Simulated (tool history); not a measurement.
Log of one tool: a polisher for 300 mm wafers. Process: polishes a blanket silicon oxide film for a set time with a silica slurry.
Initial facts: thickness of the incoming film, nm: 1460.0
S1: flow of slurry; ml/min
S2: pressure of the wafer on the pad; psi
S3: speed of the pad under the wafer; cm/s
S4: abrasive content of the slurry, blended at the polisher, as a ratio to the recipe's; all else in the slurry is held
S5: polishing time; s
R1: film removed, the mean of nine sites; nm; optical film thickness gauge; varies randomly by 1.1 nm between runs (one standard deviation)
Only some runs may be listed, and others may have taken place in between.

{"run": 1, "hour": 0.0, "S1": 240, "S2": 3.1, "S3": 116, "S4": 1.0, "S5": 48, "R1": 106.36}
{"run": 2, "hour": 4.1, "S1": 240, "S2": 3.1, "S3": 128, "S4": 1.0, "S5": 48, "R1": 117.63}
{"run": 3, "hour": 5.1, "S1": 215, "S2": 3.1, "S3": 128, "S4": 1.0, "S5": 48, "R1": 114.98}
{"run": 4, "hour": 6.7, "S1": 215, "S2": 3.8, "S3": 128, "S4": 1.0, "S5": 48, "R1": 139.7}
{"run": 5, "hour": 12.7, "S1": 215, "S2": 3.5, "S3": 128, "S4": 1.0, "S5": 48, "R1": 130.95}
{"run": 6, "hour": 15.2, "S1": 250, "S2": 3.5, "S3": 128, "S4": 1.0, "S5": 48, "R1": 134.1}
{"run": 7, "hour": 17.2, "S1": 240, "S2": 3.3, "S3": 128, "S4": 1.0, "S5": 48, "R1": 123.1}
{"run": 8, "hour": 18.9, "S1": 240, "S2": 3.1, "S3": 128, "S4": 1.0, "S5": 48, "R1": 119.92}

What will run 9 give?
{"run": 9, "hour": 26.3, "S1": 230, "S2": 2.9, "S3": 128, "S4": 1.0, "S5": 48, "R1": "?"}

Run 9 came out at R1 109.40 nm.

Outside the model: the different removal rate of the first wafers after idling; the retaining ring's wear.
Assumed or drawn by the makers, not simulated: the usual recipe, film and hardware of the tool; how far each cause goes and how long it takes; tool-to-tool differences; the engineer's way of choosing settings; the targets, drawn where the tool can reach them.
